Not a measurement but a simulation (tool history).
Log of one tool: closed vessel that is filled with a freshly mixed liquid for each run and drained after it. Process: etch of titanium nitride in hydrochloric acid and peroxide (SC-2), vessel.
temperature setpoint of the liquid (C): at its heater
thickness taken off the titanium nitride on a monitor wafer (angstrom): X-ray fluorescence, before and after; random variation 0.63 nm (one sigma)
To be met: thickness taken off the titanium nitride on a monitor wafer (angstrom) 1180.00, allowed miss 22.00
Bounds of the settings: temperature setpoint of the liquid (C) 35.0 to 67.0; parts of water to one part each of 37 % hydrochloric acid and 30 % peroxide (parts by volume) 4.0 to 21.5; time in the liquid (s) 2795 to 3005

run  hour  temperature setpoint of the liquid (C)  parts of water to one part each of 37 % hydrochloric acid and 30 % peroxide (parts by volume)  time in the liquid (s)  thickness taken off the titanium nitride on a monitor wafer (angstrom)
  1   0.0                                    51.0                                                                                           12.0                    2795                                                                  669.55
  2   6.4                                    54.0                                                                                           12.0                    2795                                                                  807.75
  3  11.9                                    58.0                                                                                           12.0                    2795                                                                 1049.30
  4  16.3                                    58.0                                                                                           16.0                    2795                                                                  813.62
  5  18.1                                    58.0                                                                                           17.5                    2795                                                                  746.91
  6  26.8                                    58.0                                                                                           14.5                    2795                                                                  891.64
  7  32.4                                    59.5                                                                                           14.5                    2795                                                                  976.93
  8  39.3                                    60.5                                                                                           14.5                    2795                                                                 1042.50

4 next moves are on the table. One of them brings every result within its allowed miss. Which?
  A  46.2                                    60.5                                                                                           13.5                    2830                                                                       ?
  B  46.2                                    64.5                                                                                           19.0                    2980                                                                       ?
  C  46.2                                    61.5                                                                                           14.0                    2910                                                                       ?
  D  46.2                                    57.0                                                                                           12.0                    2795                                                                       ?

move  thickness taken off the titanium nitride on a monitor wafer (angstrom)
   A                                                                 1125.70
   B                                                                 1120.30
   C                                                                 1193.50
   D                                                                  986.62
A: nearer than the last run, and not there yet
B: nearer than the last run, and not there yet
C: meets every target
D: further off than the last run
Move C is the one to make.
